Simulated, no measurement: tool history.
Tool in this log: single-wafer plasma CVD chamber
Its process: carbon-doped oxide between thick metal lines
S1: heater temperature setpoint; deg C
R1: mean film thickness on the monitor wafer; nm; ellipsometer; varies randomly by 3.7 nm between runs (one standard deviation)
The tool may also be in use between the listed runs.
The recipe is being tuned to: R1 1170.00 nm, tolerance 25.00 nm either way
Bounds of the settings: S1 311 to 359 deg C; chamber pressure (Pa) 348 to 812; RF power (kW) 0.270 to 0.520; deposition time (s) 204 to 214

{"run": 1, "hour": 0.0, "S1": 335, "chamber pressure (Pa)": 580, "RF power (kW)": 0.395, "deposition time (s)": 214, "R1": 975.68}
{"run": 2, "hour": 3.7, "S1": 335, "chamber pressure (Pa)": 580, "RF power (kW)": 0.43, "deposition time (s)": 214, "R1": 1054.7}
{"run": 3, "hour": 6.7, "S1": 335, "chamber pressure (Pa)": 580, "RF power (kW)": 0.465, "deposition time (s)": 214, "R1": 1124.4}
{"run": 4, "hour": 8.6, "S1": 345, "chamber pressure (Pa)": 580, "RF power (kW)": 0.465, "deposition time (s)": 214, "R1": 1093.7}
{"run": 5, "hour": 15.2, "S1": 345, "chamber pressure (Pa)": 580, "RF power (kW)": 0.465, "deposition time (s)": 204, "R1": 1036.0}
{"run": 6, "hour": 19.5, "S1": 341, "chamber pressure (Pa)": 604, "RF power (kW)": 0.47, "deposition time (s)": 204, "R1": 1061.9}
{"run": 7, "hour": 25.3, "S1": 338, "chamber pressure (Pa)": 609, "RF power (kW)": 0.475, "deposition time (s)": 204, "R1": 1091.9}
{"run": 8, "hour": 32.0, "S1": 336, "chamber pressure (Pa)": 621, "RF power (kW)": 0.48, "deposition time (s)": 204, "R1": 1102.1}

Which one of the following 5 next-run settings gets every result inside its allowed miss? There is exactly one.
{"run": "A", "hour": 38.7, "S1": 342, "chamber pressure (Pa)": 608, "RF power (kW)": 0.465, "deposition time (s)": 204, "R1": "?"}
{"run": "B", "hour": 38.7, "S1": 345, "chamber pressure (Pa)": 665, "RF power (kW)": 0.45, "deposition time (s)": 214, "R1": "?"}
{"run": "C", "hour": 38.7, "S1": 336, "chamber pressure (Pa)": 675, "RF power (kW)": 0.44, "deposition time (s)": 204, "R1": "?"}
{"run": "D", "hour": 38.7, "S1": 347, "chamber pressure (Pa)": 635, "RF power (kW)": 0.505, "deposition time (s)": 205, "R1": "?"}
{"run": "E", "hour": 38.7, "S1": 338, "chamber pressure (Pa)": 535, "RF power (kW)": 0.52, "deposition time (s)": 207, "R1": "?"}

move=A R1=1050.80
move=B R1=1075.40
move=C R1=1035.40
move=D R1=1115.20
move=E R1=1159.60
A: the biggest miss grows against the last run
B: the biggest miss grows against the last run
C: the biggest miss grows against the last run
D: better than the last run, though not everything is in spec
E: hits every target within its allowed miss
Go with E: it meets all targets.
